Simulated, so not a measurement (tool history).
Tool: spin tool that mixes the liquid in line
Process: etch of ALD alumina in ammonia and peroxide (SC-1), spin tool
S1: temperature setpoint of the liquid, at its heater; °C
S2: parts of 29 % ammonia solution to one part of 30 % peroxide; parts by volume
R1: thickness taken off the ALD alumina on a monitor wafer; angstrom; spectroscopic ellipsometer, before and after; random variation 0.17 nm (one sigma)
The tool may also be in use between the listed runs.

{"run": 1, "day": 0.0, "S1": 63.0, "S2": 0.6, "time under the liquid (s)": 300, "R1": 331.1}
{"run": 2, "day": 0.158, "S1": 63.0, "S2": 0.6, "time under the liquid (s)": 300, "R1": 334.17}
{"run": 3, "day": 0.283, "S1": 62.0, "S2": 0.6, "time under the liquid (s)": 300, "R1": 321.84}
{"run": 4, "day": 0.538, "S1": 61.0, "S2": 0.6, "time under the liquid (s)": 300, "R1": 298.42}
{"run": 5, "day": 0.908, "S1": 61.0, "S2": 0.6, "time under the liquid (s)": 300, "R1": 299.14}
{"run": 6, "day": 1.083, "S1": 61.0, "S2": 0.4, "time under the liquid (s)": 300, "R1": 286.97}
{"run": 7, "day": 1.246, "S1": 60.5, "S2": 0.4, "time under the liquid (s)": 300, "R1": 285.54}
{"day": 1.5, "done": "new drum of ammonia solution connected"}
{"run": 8, "day": 1.5, "S1": 60.0, "S2": 0.4, "time under the liquid (s)": 300, "R1": 278.48}

The next listed run, before its measurement:
{"run": 9, "day": 1.846, "S1": 59.5, "S2": 0.4, "time under the liquid (s)": 300, "R1": "?"}

Run 9 gave R1 270.52 angstrom.
